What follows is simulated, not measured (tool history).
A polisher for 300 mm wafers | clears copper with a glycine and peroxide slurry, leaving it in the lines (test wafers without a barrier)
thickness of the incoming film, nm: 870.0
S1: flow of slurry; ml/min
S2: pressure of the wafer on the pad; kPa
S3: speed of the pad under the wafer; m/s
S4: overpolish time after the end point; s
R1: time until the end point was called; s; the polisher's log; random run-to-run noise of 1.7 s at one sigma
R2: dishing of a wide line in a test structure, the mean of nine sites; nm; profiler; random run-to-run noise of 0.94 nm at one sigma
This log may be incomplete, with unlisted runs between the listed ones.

run  hour   S1    S2    S3  S4      R1      R2
  1   0.0  140  18.6  1.26  14  134.26  53.479
  2   4.9  140  18.6  1.16  14  142.57  52.061
  3   5.9  140  19.3  1.14  15  148.10  54.403
  4  12.2  140  22.1  1.14  15  133.26  57.990
  5  16.4  140  22.1  1.14  16  132.82  61.361
  6  18.5  140  22.1  1.14  13  128.97  52.210

Run 7 comes next. What will it give?
  7  26.2  140  22.1  1.14  14   ?   ?

R1: 134.81 s
R2: 55.351 nm

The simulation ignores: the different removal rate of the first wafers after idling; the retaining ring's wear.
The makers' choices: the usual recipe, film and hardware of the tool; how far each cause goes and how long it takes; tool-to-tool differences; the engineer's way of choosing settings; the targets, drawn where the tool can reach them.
